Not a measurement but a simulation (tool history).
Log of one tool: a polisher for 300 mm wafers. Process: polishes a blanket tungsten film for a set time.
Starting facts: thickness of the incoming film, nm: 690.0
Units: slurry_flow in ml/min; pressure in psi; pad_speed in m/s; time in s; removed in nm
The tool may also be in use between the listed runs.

{"run": 1, "hour": 0.0, "slurry_flow": 190, "pressure": 2.6, "pad_speed": 0.9, "slurry_solids": 1.0, "time": 23, "removed": 66.172}
{"run": 2, "hour": 6.3, "slurry_flow": 195, "pressure": 3.0, "pad_speed": 0.94, "slurry_solids": 1.0, "time": 23, "removed": 78.079}
{"run": 3, "hour": 9.7, "slurry_flow": 195, "pressure": 3.3, "pad_speed": 1.0, "slurry_solids": 1.0, "time": 23, "removed": 93.095}
{"run": 4, "hour": 16.0, "slurry_flow": 195, "pressure": 3.3, "pad_speed": 0.8, "slurry_solids": 1.0, "time": 23, "removed": 73.714}
{"run": 5, "hour": 18.2, "slurry_flow": 195, "pressure": 3.3, "pad_speed": 0.62, "slurry_solids": 1.0, "time": 23, "removed": 58.23}
{"run": 6, "hour": 19.6, "slurry_flow": 195, "pressure": 3.3, "pad_speed": 0.52, "slurry_solids": 1.0, "time": 23, "removed": 48.569}
{"run": 7, "hour": 24.7, "slurry_flow": 200, "pressure": 3.5, "pad_speed": 0.66, "slurry_solids": 1.0, "time": 23, "removed": 65.197}
{"run": 8, "hour": 30.3, "slurry_flow": 205, "pressure": 3.6, "pad_speed": 0.76, "slurry_solids": 1.0, "time": 23, "removed": 75.978}
{"run": 9, "hour": 36.3, "slurry_flow": 220, "pressure": 4.0, "pad_speed": 1.02, "slurry_solids": 1.05, "time": 23, "removed": 114.97}
{"run": 10, "hour": 44.1, "slurry_flow": 220, "pressure": 4.0, "pad_speed": 1.06, "slurry_solids": 1.05, "time": 23, "removed": 119.21}
{"run": 11, "hour": 51.3, "slurry_flow": 220, "pressure": 4.0, "pad_speed": 1.08, "slurry_solids": 1.05, "time": 23, "removed": 124.18}
{"run": 12, "hour": 51.9, "slurry_flow": 220, "pressure": 4.0, "pad_speed": 1.1, "slurry_solids": 1.05, "time": 23, "removed": 126.93}

The next listed run, before its measurement:
{"run": 13, "hour": 57.9, "slurry_flow": 220, "pressure": 4.0, "pad_speed": 1.12, "slurry_solids": 1.05, "time": 23, "removed": "?"}

{"run 13": {"removed": 126.13}}
